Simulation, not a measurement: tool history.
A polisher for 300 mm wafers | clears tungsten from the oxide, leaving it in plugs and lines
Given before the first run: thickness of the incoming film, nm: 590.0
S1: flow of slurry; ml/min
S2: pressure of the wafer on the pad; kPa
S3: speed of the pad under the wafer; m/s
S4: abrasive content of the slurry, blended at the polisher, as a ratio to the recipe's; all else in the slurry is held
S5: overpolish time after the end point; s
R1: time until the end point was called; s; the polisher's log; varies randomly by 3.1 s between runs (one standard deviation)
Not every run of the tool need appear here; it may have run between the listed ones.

| run | day | S1 | S2 | S3 | S4 | S5 | R1 |
|---|---|---|---|---|---|---|---|
| 1 | 0 | 265 | 22.8 | 1.24 | 1 | 41 | 156.79 |
| 2 | 0.033 | 265 | 21.4 | 1.24 | 1 | 41 | 162.94 |
| 3 | 0.317 | 265 | 20 | 1.22 | 1 | 41 | 179.55 |
| 4 | 0.471 | 205 | 20 | 1.22 | 1 | 41 | 180.95 |
| 5 | 0.6 | 250 | 20 | 1.22 | 1 | 41 | 176.66 |
| 6 | 0.883 | 250 | 18.6 | 1.22 | 1 | 41 | 190.11 |
|  | 1.096 | worn pad replaced by a new one |
| 7 | 1.096 | 250 | 17.9 | 1.22 | 1 | 41 | 175.81 |
| 8 | 1.45 | 245 | 11 | 0.86 | 0.95 | 41 | 399.11 |

Forecast run 9:
| 9 | 1.517 | 245 | 11.7 | 0.86 | 0.95 | 41 | ? |

{"run 9": {"R1": 367.55}}
